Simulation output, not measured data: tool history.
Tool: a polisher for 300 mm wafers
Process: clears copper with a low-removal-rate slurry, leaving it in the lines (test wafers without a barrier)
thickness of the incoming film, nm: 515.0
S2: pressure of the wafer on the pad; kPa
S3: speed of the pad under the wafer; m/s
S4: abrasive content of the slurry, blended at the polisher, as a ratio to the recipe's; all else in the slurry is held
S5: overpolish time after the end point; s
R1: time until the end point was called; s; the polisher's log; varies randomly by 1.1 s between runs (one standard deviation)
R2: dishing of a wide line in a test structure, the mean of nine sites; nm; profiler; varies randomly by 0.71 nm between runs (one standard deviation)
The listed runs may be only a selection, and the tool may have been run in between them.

{"run": 1, "hour": 0.0, "flow of slurry (ml/min)": 295, "S2": 27.6, "S3": 1.04, "S4": 1.0, "S5": 13, "R1": 103.14, "R2": 35.115}
{"run": 2, "hour": 8.8, "flow of slurry (ml/min)": 295, "S2": 25.5, "S3": 1.04, "S4": 1.0, "S5": 15, "R1": 108.66, "R2": 37.115}
{"run": 3, "hour": 17.6, "flow of slurry (ml/min)": 295, "S2": 25.5, "S3": 1.04, "S4": 1.15, "S5": 15, "R1": 105.7, "R2": 38.877}
{"run": 4, "hour": 20.9, "flow of slurry (ml/min)": 295, "S2": 25.5, "S3": 1.04, "S4": 1.15, "S5": 12, "R1": 106.54, "R2": 33.708}
{"run": 5, "hour": 22.5, "flow of slurry (ml/min)": 295, "S2": 23.4, "S3": 1.04, "S4": 1.2, "S5": 14, "R1": 110.97, "R2": 34.567}
{"run": 6, "hour": 23.8, "flow of slurry (ml/min)": 295, "S2": 22.1, "S3": 1.04, "S4": 1.2, "S5": 16, "R1": 117.91, "R2": 36.913}
{"run": 7, "hour": 25.5, "flow of slurry (ml/min)": 295, "S2": 21.4, "S3": 1.04, "S4": 1.2, "S5": 17, "R1": 123.21, "R2": 38.145}

Run 8 comes next. What will it give?
{"run": 8, "hour": 33.3, "flow of slurry (ml/min)": 295, "S2": 21.4, "S3": 1.04, "S4": 1.2, "S5": 17, "R1": "?", "R2": "?"}

{"run 8": {"R1": 122.24, "R2": 37.447}}
